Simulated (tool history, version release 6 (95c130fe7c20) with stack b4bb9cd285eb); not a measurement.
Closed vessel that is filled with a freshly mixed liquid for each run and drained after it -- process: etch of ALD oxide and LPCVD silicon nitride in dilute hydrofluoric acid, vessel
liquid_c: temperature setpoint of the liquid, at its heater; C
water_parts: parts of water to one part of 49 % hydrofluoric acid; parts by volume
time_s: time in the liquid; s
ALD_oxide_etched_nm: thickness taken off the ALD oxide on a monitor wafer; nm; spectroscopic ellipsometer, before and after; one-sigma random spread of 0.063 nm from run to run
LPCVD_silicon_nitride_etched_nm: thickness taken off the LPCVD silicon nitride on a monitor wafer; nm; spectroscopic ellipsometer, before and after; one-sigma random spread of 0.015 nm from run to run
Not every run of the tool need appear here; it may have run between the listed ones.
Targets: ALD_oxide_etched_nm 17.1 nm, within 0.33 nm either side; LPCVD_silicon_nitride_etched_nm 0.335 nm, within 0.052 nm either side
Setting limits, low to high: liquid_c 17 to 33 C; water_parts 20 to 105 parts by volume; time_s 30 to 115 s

run,hour,liquid_c,water_parts,time_s,ALD_oxide_etched_nm,LPCVD_silicon_nitride_etched_nm
1,0,25,55,60,27.148,0.55116
2,1.6,25,55,45,20.415,0.40622
3,6.7,27.5,55,45,22.651,0.48622
4,14.7,27.5,55,30,15.034,0.32207
5,19.3,27.5,45,30,18.639,0.39815
6,21.4,27.5,45,50,31.157,0.63201
7,22.2,24,45,50,27.133,0.51792
8,26.5,22.5,50,50,22.742,0.41501

Exercise: of the 4 proposed moves below, exactly one satisfies all targets within the stated allowed misses. Which move is it?
A,30.8,25.5,60,80,?,?
B,30.8,25.5,45,30,?,?
C,30.8,24.5,65,40,?,?
D,30.8,27,70,65,?,?

move,ALD_oxide_etched_nm,LPCVD_silicon_nitride_etched_nm
A,33.644,0.6896
B,17.172,0.34301
C,14.814,0.29817
D,24.538,0.53111
A: further off than the last run
B: every result within its allowed miss
C: the result that was furthest off in the last run now lies on the other side of its target
D: further off than the last run
Answer: B

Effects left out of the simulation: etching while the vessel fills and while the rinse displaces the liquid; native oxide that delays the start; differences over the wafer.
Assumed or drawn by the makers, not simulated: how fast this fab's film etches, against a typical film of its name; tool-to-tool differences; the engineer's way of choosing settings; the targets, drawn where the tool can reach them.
